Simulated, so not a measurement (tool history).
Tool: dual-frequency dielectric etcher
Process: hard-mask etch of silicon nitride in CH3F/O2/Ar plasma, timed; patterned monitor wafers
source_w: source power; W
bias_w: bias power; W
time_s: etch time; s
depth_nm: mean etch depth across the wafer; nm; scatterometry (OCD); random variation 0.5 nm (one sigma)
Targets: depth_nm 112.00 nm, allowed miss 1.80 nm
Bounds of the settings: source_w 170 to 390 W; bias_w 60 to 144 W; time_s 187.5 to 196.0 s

Run 1, day 0.000: source_w 280 W, bias_w 102 W, time_s 187.5 s. Result: depth_nm 133.52 nm.
Run 2, day 0.350: source_w 280 W, bias_w 112 W, time_s 187.5 s. Result: depth_nm 138.31 nm.
Run 3, day 0.625: source_w 280 W, bias_w 122 W, time_s 187.5 s. Result: depth_nm 142.65 nm.
Run 4, day 0.858: source_w 250 W, bias_w 112 W, time_s 187.5 s. Result: depth_nm 133.04 nm.
Run 5, day 1.029: source_w 230 W, bias_w 105 W, time_s 187.5 s. Result: depth_nm 127.10 nm.
Run 6, day 1.258: source_w 280 W, bias_w 105 W, time_s 187.5 s. Result: depth_nm 135.32 nm.
Run 7, day 1.517: source_w 250 W, bias_w 99 W, time_s 187.5 s. Result: depth_nm 127.95 nm.
Run 8, day 1.575: source_w 230 W, bias_w 95 W, time_s 187.5 s. Result: depth_nm 121.73 nm.
Run 9, day 1.804: source_w 210 W, bias_w 94 W, time_s 187.5 s. Result: depth_nm 119.47 nm.

Which of these 5 next moves meets every target?
Run A, day 2.033: source_w 230 W, bias_w 95 W, time_s 196.0 s. Result: depth_nm ?.
Run B, day 2.033: source_w 220 W, bias_w 91 W, time_s 194.0 s. Result: depth_nm ?.
Run C, day 2.033: source_w 170 W, bias_w 97 W, time_s 187.5 s. Result: depth_nm ?.
Run D, day 2.033: source_w 220 W, bias_w 90 W, time_s 188.0 s. Result: depth_nm ?.
Run E, day 2.033: source_w 200 W, bias_w 104 W, time_s 194.5 s. Result: depth_nm ?.

move  depth_nm
   A    127.83
   B    122.97
   C    111.35
   D    118.76
   E    124.63
A: further off than the last run
B: further off than the last run
C: meets every target
D: nearer than the last run, and not there yet
E: further off than the last run
Move C is the one to make.
